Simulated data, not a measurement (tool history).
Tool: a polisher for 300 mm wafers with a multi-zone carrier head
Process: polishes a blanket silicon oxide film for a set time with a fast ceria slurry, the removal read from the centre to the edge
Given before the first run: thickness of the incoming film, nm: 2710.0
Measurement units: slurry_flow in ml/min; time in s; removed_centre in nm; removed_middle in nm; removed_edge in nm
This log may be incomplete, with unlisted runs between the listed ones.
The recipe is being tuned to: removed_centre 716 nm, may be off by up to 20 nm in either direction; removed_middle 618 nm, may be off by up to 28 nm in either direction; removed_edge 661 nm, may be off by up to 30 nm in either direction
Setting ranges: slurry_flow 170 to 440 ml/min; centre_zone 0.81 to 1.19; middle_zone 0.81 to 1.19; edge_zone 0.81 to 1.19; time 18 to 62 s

run 1 hour=0 | slurry_flow=280 centre_zone=1 middle_zone=1 edge_zone=1 time=40 | removed_centre=492.97 removed_middle=516.91 removed_edge=513.98
run 2 hour=4.5 | slurry_flow=280 centre_zone=1 middle_zone=1.08 edge_zone=1 time=40 | removed_centre=498.17 removed_middle=548.48 removed_edge=521.58
run 3 hour=11.1 | slurry_flow=325 centre_zone=1 middle_zone=1.08 edge_zone=1 time=40 | removed_centre=512.5 removed_middle=568.54 removed_edge=509.25
run 4 hour=17 | slurry_flow=310 centre_zone=1.04 middle_zone=1.06 edge_zone=1.02 time=42 | removed_centre=554.65 removed_middle=572.07 removed_edge=534.7
run 5 hour=20.3 | slurry_flow=365 centre_zone=1.04 middle_zone=1.06 edge_zone=1.02 time=42 | removed_centre=561.56 removed_middle=583.69 removed_edge=553.56
run 6 hour=23 | slurry_flow=370 centre_zone=1.07 middle_zone=1.05 edge_zone=1.04 time=43 | removed_centre=582.1 removed_middle=602.21 removed_edge=566.17
run 7 hour=29.2 | slurry_flow=365 centre_zone=1.1 middle_zone=1.02 edge_zone=1.04 time=45 | removed_centre=620.07 removed_middle=610.22 removed_edge=588.63
run 8 hour=35.8 | slurry_flow=365 centre_zone=1.12 middle_zone=0.99 edge_zone=1.05 time=46 | removed_centre=658.6 removed_middle=604.31 removed_edge=603.92

Which single option among these 5 for the next run brings every result within its allowed miss of target? Just one does.
run A hour=42.4 | slurry_flow=350 centre_zone=0.88 middle_zone=0.82 edge_zone=0.96 time=54 | removed_centre=? removed_middle=? removed_edge=?
run B hour=42.4 | slurry_flow=410 centre_zone=1.14 middle_zone=0.81 edge_zone=1.07 time=51 | removed_centre=? removed_middle=? removed_edge=?
run C hour=42.4 | slurry_flow=405 centre_zone=1.09 middle_zone=1.11 edge_zone=1 time=40 | removed_centre=? removed_middle=? removed_edge=?
run D hour=42.4 | slurry_flow=380 centre_zone=1.15 middle_zone=0.95 edge_zone=1.1 time=49 | removed_centre=? removed_middle=? removed_edge=?
run E hour=42.4 | slurry_flow=370 centre_zone=1.09 middle_zone=1.16 edge_zone=0.98 time=41 | removed_centre=? removed_middle=? removed_edge=?

move=A removed_centre=611.35 removed_middle=609.31 removed_edge=689.11
move=B removed_centre=749.28 removed_middle=576.2 removed_edge=692.96
move=C removed_centre=563.6 removed_middle=587.92 removed_edge=523.27
move=D removed_centre=722 removed_middle=627.8 removed_edge=670.81
move=E removed_centre=573.38 removed_middle=621.48 removed_edge=527.91
A: moves away from the targets compared with the last run
B: moves the result that the last run missed by most past its target, out the other side
C: moves away from the targets compared with the last run
D: all results land within tolerance of their targets
E: moves away from the targets compared with the last run
D is the move that brings every result within its allowed miss.

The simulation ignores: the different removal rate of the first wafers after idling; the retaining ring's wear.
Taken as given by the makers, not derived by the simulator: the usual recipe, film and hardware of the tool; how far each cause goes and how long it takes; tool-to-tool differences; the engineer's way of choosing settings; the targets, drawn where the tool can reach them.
